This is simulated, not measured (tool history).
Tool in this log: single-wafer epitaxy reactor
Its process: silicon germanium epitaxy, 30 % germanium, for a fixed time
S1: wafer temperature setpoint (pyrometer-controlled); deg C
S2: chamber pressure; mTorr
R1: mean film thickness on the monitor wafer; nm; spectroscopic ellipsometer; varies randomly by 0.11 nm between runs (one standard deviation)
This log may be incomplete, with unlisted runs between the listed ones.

| run | hour | S1 | S2 | R1 |
|---|---|---|---|---|
| 1 | 0.0 | 610 | 17000 | 72.595 |
| 2 | 2.8 | 610 | 18700 | 75.097 |
| 3 | 7.4 | 621 | 18700 | 94.128 |
| 4 | 12.9 | 631 | 18700 | 113.220 |
| 5 | 14.6 | 623 | 18200 | 96.646 |
| 6 | 20.0 | 631 | 18200 | 112.160 |
| 7 | 21.9 | 623 | 17700 | 95.244 |
| 8 | 25.1 | 616 | 17400 | 82.458 |
| 9 | 31.9 | 611 | 17200 | 74.092 |
| 10 | 37.2 | 611 | 17200 | 74.125 |

What does the tool deliver on the next run?
|  | 38.2 | pyrometer calibrated |
| 11 | 38.2 | 607 | 17100 | ? |

Run 11 measured R1 61.180 nm.
